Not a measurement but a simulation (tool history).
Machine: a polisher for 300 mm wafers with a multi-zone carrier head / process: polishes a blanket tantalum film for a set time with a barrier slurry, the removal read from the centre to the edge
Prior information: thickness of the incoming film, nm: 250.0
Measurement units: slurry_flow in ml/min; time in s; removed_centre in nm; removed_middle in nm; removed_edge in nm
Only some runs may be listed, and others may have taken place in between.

run	hour	slurry_flow	centre_zone	middle_zone	edge_zone	slurry_solids	time	removed_centre	removed_middle	removed_edge
1	0.0	290	1.00	1.00	1.00	1.00	45	102.320	97.620	99.654
2	7.9	290	1.00	1.00	1.07	1.00	45	101.580	98.674	106.690
3	15.1	280	1.00	0.95	1.03	0.85	43	91.152	85.799	92.832
4	16.5	275	1.02	0.91	1.01	0.75	42	87.772	77.528	86.973
5	22.0	275	1.02	0.91	1.09	0.75	42	89.282	76.628	89.994
6	25.2	275	1.02	0.91	1.09	0.85	42	91.266	81.898	94.412
7	31.3	275	1.03	0.90	1.06	0.75	41	85.260	74.784	86.223
8	36.2	275	1.04	0.88	1.03	0.70	41	85.015	72.744	83.391
9	41.2	270	1.05	0.86	1.01	0.65	40	80.803	67.271	78.662
10	43.0	265	1.05	0.85	0.98	0.65	40	79.833	65.988	76.534
11	43.9	255	1.05	0.84	0.95	0.65	40	81.006	65.113	76.341

The next listed run, before its measurement:
12	47.7	270	1.03	0.84	0.87	0.50	38	?	?	?

removed_centre: 68.303 nm
removed_middle: 55.968 nm
removed_edge: 60.485 nm

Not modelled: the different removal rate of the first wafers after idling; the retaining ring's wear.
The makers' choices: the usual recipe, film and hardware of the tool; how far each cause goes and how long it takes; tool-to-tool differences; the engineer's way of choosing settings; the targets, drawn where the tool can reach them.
